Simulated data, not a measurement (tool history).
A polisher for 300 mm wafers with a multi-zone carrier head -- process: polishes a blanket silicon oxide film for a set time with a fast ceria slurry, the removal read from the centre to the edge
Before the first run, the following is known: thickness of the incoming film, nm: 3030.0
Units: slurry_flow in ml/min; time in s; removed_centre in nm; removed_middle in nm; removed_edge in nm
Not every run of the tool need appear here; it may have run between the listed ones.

{"run": 1, "hour": 0.0, "slurry_flow": 280, "centre_zone": 1.0, "middle_zone": 1.0, "edge_zone": 1.0, "time": 40, "removed_centre": 552.7, "removed_middle": 535.36, "removed_edge": 548.34}
{"run": 2, "hour": 7.0, "slurry_flow": 280, "centre_zone": 1.0, "middle_zone": 0.92, "edge_zone": 1.0, "time": 40, "removed_centre": 544.78, "removed_middle": 505.51, "removed_edge": 551.63}
{"run": 3, "hour": 11.6, "slurry_flow": 285, "centre_zone": 0.99, "middle_zone": 0.94, "edge_zone": 1.01, "time": 41, "removed_centre": 559.28, "removed_middle": 533.58, "removed_edge": 569.72}
{"run": 4, "hour": 17.8, "slurry_flow": 285, "centre_zone": 1.08, "middle_zone": 0.94, "edge_zone": 1.01, "time": 41, "removed_centre": 598.0, "removed_middle": 521.12, "removed_edge": 558.64}
{"run": 5, "hour": 21.3, "slurry_flow": 290, "centre_zone": 1.07, "middle_zone": 0.96, "edge_zone": 1.02, "time": 42, "removed_centre": 617.67, "removed_middle": 553.72, "removed_edge": 582.55}
{"run": 6, "hour": 29.9, "slurry_flow": 295, "centre_zone": 1.06, "middle_zone": 0.97, "edge_zone": 1.04, "time": 42, "removed_centre": 623.16, "removed_middle": 558.98, "removed_edge": 588.35}
{"run": 7, "hour": 36.5, "slurry_flow": 300, "centre_zone": 1.04, "middle_zone": 0.98, "edge_zone": 1.05, "time": 42, "removed_centre": 607.13, "removed_middle": 564.29, "removed_edge": 592.18}
{"run": 8, "hour": 43.9, "slurry_flow": 305, "centre_zone": 1.03, "middle_zone": 0.99, "edge_zone": 1.06, "time": 42, "removed_centre": 603.71, "removed_middle": 563.8, "removed_edge": 587.35}
{"run": 9, "hour": 51.6, "slurry_flow": 300, "centre_zone": 1.02, "middle_zone": 1.0, "edge_zone": 1.06, "time": 43, "removed_centre": 604.66, "removed_middle": 583.09, "removed_edge": 612.14}
{"run": 10, "hour": 57.9, "slurry_flow": 300, "centre_zone": 1.02, "middle_zone": 1.01, "edge_zone": 1.07, "time": 43, "removed_centre": 608.68, "removed_middle": 590.53, "removed_edge": 614.38}
{"run": 11, "hour": 66.9, "slurry_flow": 300, "centre_zone": 1.02, "middle_zone": 1.02, "edge_zone": 1.08, "time": 43, "removed_centre": 614.23, "removed_middle": 598.63, "removed_edge": 625.47}

For run 12, what comes out?
{"run": 12, "hour": 72.2, "slurry_flow": 340, "centre_zone": 1.01, "middle_zone": 1.12, "edge_zone": 1.18, "time": 44, "removed_centre": "?", "removed_middle": "?", "removed_edge": "?"}

{"run 12": {"removed_centre": 630.55, "removed_middle": 661.45, "removed_edge": 654.29}}
